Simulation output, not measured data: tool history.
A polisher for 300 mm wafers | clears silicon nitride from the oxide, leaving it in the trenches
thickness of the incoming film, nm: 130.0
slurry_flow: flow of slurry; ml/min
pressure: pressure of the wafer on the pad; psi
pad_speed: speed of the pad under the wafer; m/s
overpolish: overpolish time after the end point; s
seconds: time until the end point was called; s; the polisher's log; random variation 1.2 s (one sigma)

run	hour	slurry_flow	pressure	pad_speed	overpolish	seconds
1	0.0	165	2.1	1.26	39	130.540
2	1.1	165	2.3	1.26	39	117.730
3	2.8	165	2.4	1.26	39	115.670
4	6.8	165	2.5	1.26	39	111.360
5	10.3	165	2.5	1.04	39	133.160
6	16.0	165	2.2	1.04	39	148.120
7	21.6	165	2.4	1.08	39	129.490
8	24.5	175	3.0	1.12	39	107.120
9	33.0	175	3.0	1.16	39	103.280
10	35.5	175	3.0	1.18	39	100.010
11	40.4	175	3.0	1.20	39	97.759
12	48.3	175	3.0	1.22	39	97.221

Forecast run 13:
13	54.7	175	3.0	1.24	39	?

{"run 13": {"seconds": 96.03}}

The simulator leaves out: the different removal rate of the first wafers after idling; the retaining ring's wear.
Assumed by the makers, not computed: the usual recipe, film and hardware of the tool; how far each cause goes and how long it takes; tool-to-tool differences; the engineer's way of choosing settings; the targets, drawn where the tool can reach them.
